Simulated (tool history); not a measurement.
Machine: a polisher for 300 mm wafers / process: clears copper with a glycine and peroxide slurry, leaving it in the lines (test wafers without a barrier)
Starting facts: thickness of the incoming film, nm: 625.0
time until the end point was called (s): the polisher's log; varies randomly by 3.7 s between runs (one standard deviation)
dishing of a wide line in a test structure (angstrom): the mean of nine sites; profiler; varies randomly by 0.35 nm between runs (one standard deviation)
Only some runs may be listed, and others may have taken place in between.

run	day	flow of slurry (ml/min)	pressure of the wafer on the pad (kPa)	speed of the pad under the wafer (m/s)	overpolish time after the end point (s)	time until the end point was called (s)	dishing of a wide line in a test structure (angstrom)
1	0	235	13.8	1.22	17	150.76	420.07
2	0.033	225	12.4	1.22	15	161.67	345.06
3	0.112	215	11	1.22	13	181.31	287.37
4	0.417	200	10.3	1.26	11	191.13	237.7
5	0.596	245	10.3	1.26	11	183.34	247.97
6	0.75	245	9.7	1.3	10	189.78	227.75
7	0.879	240	9	1.34	9	189.22	193.83

Run 8 comes next. What will it give?
8	0.962	240	8.3	1.34	9	?	?

{"run 8": {"time until the end point was called (s)": 210.02, "dishing of a wide line in a test structure (angstrom)": 187.9}}

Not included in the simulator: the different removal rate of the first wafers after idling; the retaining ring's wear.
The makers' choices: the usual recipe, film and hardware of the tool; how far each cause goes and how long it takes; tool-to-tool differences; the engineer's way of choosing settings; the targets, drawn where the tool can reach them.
